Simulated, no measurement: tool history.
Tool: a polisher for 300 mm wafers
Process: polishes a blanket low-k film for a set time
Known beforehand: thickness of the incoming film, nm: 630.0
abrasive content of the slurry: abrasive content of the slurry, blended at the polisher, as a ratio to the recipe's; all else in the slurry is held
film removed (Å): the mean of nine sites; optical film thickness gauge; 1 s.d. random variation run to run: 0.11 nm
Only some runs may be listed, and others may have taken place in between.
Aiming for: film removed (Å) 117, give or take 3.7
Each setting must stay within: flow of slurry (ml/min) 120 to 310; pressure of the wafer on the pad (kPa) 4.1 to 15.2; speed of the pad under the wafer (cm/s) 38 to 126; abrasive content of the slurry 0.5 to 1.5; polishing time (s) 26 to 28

run  hour  flow of slurry (ml/min)  pressure of the wafer on the pad (kPa)  speed of the pad under the wafer (cm/s)  abrasive content of the slurry  polishing time (s)  film removed (Å)
  1     0                      200                                     9.7                                       82                               1                  28             82.97
  2   4.3                      205                                    10.3                                       82                               1                  28            89.286
  3  12.8                      205                                    10.3                                       82                               1                  28            89.557
  4  14.3                      205                                    10.3                                       64                               1                  28            73.526
  5  22.1                      210                                    11.7                                       64                               1                  28            83.812
  6  23.3                      210                                    11.7                                       72                               1                  28             91.25
  7  26.8                      210                                    12.4                                       72                               1                  28             96.35
  8    30                      215                                    13.1                                       72                               1                  28            103.36
  9  36.1                      220                                    13.8                                       72                               1                  28            107.63
     38.6  -- head pressure recalibrated
 10  38.6                      220                                    14.5                                       72                               1                  28            103.21
 11  46.1                      225                                    14.5                                       74                               1                  28            107.27

Next run, 5 choices. One meets every target within its allowed miss, the rest don't. Which?
  A  53.6                      250                                    14.5                                       82                             1.1                  27                 ?
  B  53.6                      220                                    12.4                                       72                             1.2                  26                 ?
  C  53.6                      225                                    15.2                                       72                             0.8                  28                 ?
  D  53.6                      260                                    14.5                                       74                            1.05                  26                 ?
  E  53.6                      210                                    15.2                                       74                            0.95                  28                 ?

move  film removed (Å)
   A            117.87
   B              90.7
   C            96.007
   D            103.04
   E            107.36
A: in spec on every target
B: misses by more than the last run did
C: misses by more than the last run did
D: misses by more than the last run did
E: neither nearer nor further off than the last run
Go with A: it meets all targets.
